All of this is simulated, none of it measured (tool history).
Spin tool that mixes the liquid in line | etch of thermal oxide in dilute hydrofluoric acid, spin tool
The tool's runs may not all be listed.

run,hour,temperature setpoint of the liquid (K),parts of water to one part of 49 % hydrofluoric acid (parts by volume),time under the liquid (s),thickness taken off the thermal oxide on a monitor wafer (Å)
1,0.0,293.15,295,70,9.0867
2,6.7,294.15,265,70,10.7260
3,12.3,294.15,265,70,10.6010
4,14.1,294.15,265,50,7.7155
5,16.6,294.15,265,70,10.6580
6,25.5,294.15,325,70,8.4958
7,33.8,295.15,285,70,10.0480
8,38.9,296.15,255,70,12.0970
# hour 42.5: hydrofluoric acid flow meter replaced
9,42.5,297.15,240,70,12.0870

Forecast run 10:
10,47.4,297.15,120,70,?

thickness taken off the thermal oxide on a monitor wafer (Å): 27.5350
